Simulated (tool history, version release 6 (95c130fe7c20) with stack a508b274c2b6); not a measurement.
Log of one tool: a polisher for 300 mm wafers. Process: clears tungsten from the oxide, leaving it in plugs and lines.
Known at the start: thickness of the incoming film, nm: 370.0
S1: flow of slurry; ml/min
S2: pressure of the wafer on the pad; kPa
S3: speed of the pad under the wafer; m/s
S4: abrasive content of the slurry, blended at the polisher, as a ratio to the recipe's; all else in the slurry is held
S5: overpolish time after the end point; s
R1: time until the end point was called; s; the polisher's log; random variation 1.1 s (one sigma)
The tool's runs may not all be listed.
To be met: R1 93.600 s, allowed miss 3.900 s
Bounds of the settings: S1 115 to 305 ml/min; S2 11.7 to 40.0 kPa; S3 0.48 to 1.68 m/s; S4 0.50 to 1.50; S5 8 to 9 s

run 1 day=0.000 | S1=195 S2=25.5 S3=1.08 S4=1.00 S5=9 | R1=72.835
run 2 day=0.204 | S1=195 S2=24.1 S3=1.08 S4=1.00 S5=9 | R1=75.576
run 3 day=0.262 | S1=195 S2=22.8 S3=1.08 S4=1.00 S5=9 | R1=82.058
run 4 day=0.296 | S1=195 S2=22.1 S3=1.08 S4=1.00 S5=9 | R1=82.454
run 5 day=0.342 | S1=195 S2=21.4 S3=1.08 S4=1.00 S5=9 | R1=86.254
run 6 day=0.388 | S1=235 S2=21.4 S3=1.08 S4=1.00 S5=9 | R1=84.058
run 7 day=0.421 | S1=235 S2=20.7 S3=1.08 S4=1.00 S5=9 | R1=85.193
run 8 day=0.683 | S1=235 S2=20.0 S3=1.08 S4=1.00 S5=9 | R1=87.139

Which of these 4 next moves meets every target?
run A day=0.946 | S1=160 S2=15.9 S3=1.68 S4=0.80 S5=9 | R1=?
run B day=0.946 | S1=245 S2=21.4 S3=1.12 S4=1.00 S5=8 | R1=?
run C day=0.946 | S1=230 S2=20.0 S3=1.00 S4=1.05 S5=9 | R1=?
run D day=0.946 | S1=165 S2=18.6 S3=1.42 S4=1.20 S5=9 | R1=?

move=A R1=81.536
move=B R1=79.586
move=C R1=91.359
move=D R1=75.732
A: further off than the last run
B: further off than the last run
C: meets every target
D: further off than the last run
Answer: C
